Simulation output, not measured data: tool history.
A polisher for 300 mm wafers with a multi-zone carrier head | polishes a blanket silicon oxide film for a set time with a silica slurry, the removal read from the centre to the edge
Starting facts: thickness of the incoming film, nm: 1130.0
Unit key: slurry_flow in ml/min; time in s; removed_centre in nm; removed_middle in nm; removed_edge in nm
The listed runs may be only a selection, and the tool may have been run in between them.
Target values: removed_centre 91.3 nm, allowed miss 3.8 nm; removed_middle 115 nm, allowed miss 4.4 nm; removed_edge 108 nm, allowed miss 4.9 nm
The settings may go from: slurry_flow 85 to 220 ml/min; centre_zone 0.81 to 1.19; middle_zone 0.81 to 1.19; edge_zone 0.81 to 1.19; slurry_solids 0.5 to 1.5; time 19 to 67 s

run,hour,slurry_flow,centre_zone,middle_zone,edge_zone,slurry_solids,time,removed_centre,removed_middle,removed_edge
1,0,140,1,1,1,1,43,135.93,139.25,132.25
2,1.5,130,0.94,1,0.99,0.9,43,118.69,128.4,125.18
3,2.5,130,0.94,1,1.07,0.9,43,121.68,128.54,127.26
4,6.9,125,0.91,1.02,1.05,0.8,43,109.71,122.55,117.14
5,9.6,115,0.88,1.03,1.04,0.8,43,103.14,122.79,114.19
6,14.3,115,0.88,1.03,0.97,0.8,43,102.79,121.01,113.9
# hour 17.8: edge zone pressure recalibrated
7,17.8,110,0.86,1.03,0.97,0.8,43,98.91,120.03,116.37
8,21.5,105,0.86,1.04,0.97,0.75,43,94.524,117.89,113.32

Next run, 5 choices. One meets every target within its allowed miss, the rest don't. Which?
A,25.2,115,0.86,1.08,1,0.9,37,?,?,?
B,25.2,85,0.81,1.03,0.95,0.95,45,?,?,?
C,25.2,85,0.86,0.95,0.89,0.95,45,?,?,?
D,25.2,85,0.83,0.94,0.95,0.8,48,?,?,?
E,25.2,140,0.81,1.05,0.95,0.9,39,?,?,?

move,removed_centre,removed_middle,removed_edge
A,92.933,114.02,109.07
B,96.549,122.96,124.02
C,102.51,114.84,120.86
D,98.15,112.98,123.23
E,97.532,123.3,116.49
A: all results in spec
B: the biggest miss grows against the last run
C: the biggest miss grows against the last run
D: the biggest miss grows against the last run
E: the biggest miss grows against the last run
So the answer is move A, the one that meets all the targets.

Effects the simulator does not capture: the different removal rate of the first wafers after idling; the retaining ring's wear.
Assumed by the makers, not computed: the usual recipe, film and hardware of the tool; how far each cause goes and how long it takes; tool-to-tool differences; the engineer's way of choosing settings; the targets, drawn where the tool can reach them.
